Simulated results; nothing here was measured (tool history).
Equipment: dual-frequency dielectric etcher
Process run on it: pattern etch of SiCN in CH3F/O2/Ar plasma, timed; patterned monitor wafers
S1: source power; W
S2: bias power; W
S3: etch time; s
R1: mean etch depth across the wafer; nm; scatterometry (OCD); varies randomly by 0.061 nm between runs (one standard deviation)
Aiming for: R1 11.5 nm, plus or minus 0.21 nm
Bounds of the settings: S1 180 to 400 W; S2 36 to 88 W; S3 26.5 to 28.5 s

run    day   S1  S2    S3      R1
  1      0  290  62  28.5  9.2455
  2  0.117  310  65  28.5  9.7272
  3  0.171  330  67  28.5  10.074
  4  0.517  310  67  28.5  9.7589
  5  0.821  310  67  28.5  9.7728
  6   1.15  360  67  28.5  10.265
  7  1.408  370  70  28.5  10.714
     1.504  -- wet clean of the chamber
  8  1.504  380  71  28.5  11.199

Exactly one of the 4 candidate moves below puts every result within its allowed miss. Which one?
  A  1.6  390  79  26.5   ?
  B  1.6  330  83    27   ?
  C  1.6  310  77  28.5   ?
  D  1.6  400  72  28.5   ?

move      R1
   A  10.921
   B  10.704
   C  10.745
   D  11.442
A: further off than the last run
B: further off than the last run
C: further off than the last run
D: all results in spec
Answer: D
